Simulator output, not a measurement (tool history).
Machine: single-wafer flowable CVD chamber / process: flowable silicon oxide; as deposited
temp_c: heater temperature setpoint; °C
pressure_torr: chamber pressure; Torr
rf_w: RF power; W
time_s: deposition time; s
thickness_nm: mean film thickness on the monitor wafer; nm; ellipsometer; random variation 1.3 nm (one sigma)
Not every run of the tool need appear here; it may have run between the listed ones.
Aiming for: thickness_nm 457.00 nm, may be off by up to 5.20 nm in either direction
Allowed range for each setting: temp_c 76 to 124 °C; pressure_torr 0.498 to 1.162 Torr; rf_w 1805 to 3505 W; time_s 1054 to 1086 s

| run | hour | temp_c | pressure_torr | rf_w | time_s | thickness_nm |
|---|---|---|---|---|---|---|
| 1 | 0.0 | 100 | 0.830 | 2655 | 1054 | 722.85 |
| 2 | 5.5 | 103 | 0.830 | 2655 | 1054 | 647.90 |
| 3 | 11.1 | 98 | 0.830 | 2655 | 1054 | 779.36 |
| 4 | 14.5 | 98 | 0.747 | 2655 | 1054 | 714.78 |
| 5 | 22.8 | 100 | 0.747 | 2655 | 1054 | 664.19 |
| 6 | 25.2 | 100 | 0.747 | 2655 | 1054 | 662.25 |
| 7 | 33.2 | 102 | 0.747 | 2655 | 1054 | 614.27 |
| 8 | 36.4 | 104 | 0.747 | 2655 | 1054 | 570.20 |
| 9 | 40.9 | 105 | 0.747 | 2655 | 1054 | 550.22 |
| 10 | 45.8 | 106 | 0.747 | 2655 | 1054 | 533.26 |
| 11 | 52.9 | 107 | 0.747 | 2655 | 1054 | 516.66 |
| 12 | 55.9 | 108 | 0.747 | 2655 | 1054 | 498.41 |
| 13 | 58.9 | 109 | 0.747 | 2655 | 1054 | 479.94 |
| 14 | 67.4 | 111 | 0.747 | 2655 | 1054 | 446.01 |
| 15 | 70.3 | 110 | 0.747 | 2655 | 1054 | 463.03 |
| 16 | 74.2 | 110 | 0.747 | 2655 | 1054 | 463.36 |

5 next moves are on the table. One of them brings every result within its allowed miss. Which?
| A | 78.1 | 113 | 0.866 | 2680 | 1054 | ? |
| B | 78.1 | 109 | 0.714 | 2585 | 1082 | ? |
| C | 78.1 | 112 | 0.785 | 2520 | 1086 | ? |
| D | 78.1 | 109 | 0.710 | 2885 | 1065 | ? |
| E | 78.1 | 109 | 0.720 | 2695 | 1062 | ? |

| move | thickness_nm |
|---|---|
| A | 472.08 |
| B | 472.12 |
| C | 458.73 |
| D | 470.24 |
| E | 469.78 |
A: lands further from the targets than the last run did
B: lands further from the targets than the last run did
C: hits every target within its allowed miss
D: lands further from the targets than the last run did
E: lands further from the targets than the last run did
The move that meets every target is C.
